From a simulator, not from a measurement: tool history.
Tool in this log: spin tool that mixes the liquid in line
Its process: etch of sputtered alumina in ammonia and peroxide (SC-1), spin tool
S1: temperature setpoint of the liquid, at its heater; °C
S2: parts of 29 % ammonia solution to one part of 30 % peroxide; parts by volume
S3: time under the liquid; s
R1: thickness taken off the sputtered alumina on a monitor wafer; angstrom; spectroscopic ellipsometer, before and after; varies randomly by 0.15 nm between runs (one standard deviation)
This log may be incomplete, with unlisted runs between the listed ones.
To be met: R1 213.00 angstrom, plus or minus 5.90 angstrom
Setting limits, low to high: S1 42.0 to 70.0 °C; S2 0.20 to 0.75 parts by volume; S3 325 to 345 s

run  hour    S1    S2   S3      R1
  1   0.0  58.0  0.45  325  337.45
  2   4.3  55.5  0.45  325  296.24
  3  11.5  54.0  0.45  325  274.40
  4  20.1  47.5  0.45  325  192.64
  5  24.2  53.0  0.45  325  259.54
  6  30.5  52.0  0.45  325  248.82
  7  35.0  51.0  0.45  325  233.88
  8  43.8  50.5  0.45  325  230.35
  9  49.8  50.0  0.45  325  220.52

Which single option among these 4 for the next run brings every result within its allowed miss of target? Just one does.
  A  55.8  51.5  0.40  325   ?
  B  55.8  50.0  0.45  340   ?
  C  55.8  49.5  0.45  325   ?
  D  55.8  51.5  0.35  325   ?

move      R1
   A  238.99
   B  232.91
   C  216.59
   D  235.98
A: misses by more than the last run did
B: misses by more than the last run did
C: each result inside its tolerance
D: misses by more than the last run did
The right move is C.

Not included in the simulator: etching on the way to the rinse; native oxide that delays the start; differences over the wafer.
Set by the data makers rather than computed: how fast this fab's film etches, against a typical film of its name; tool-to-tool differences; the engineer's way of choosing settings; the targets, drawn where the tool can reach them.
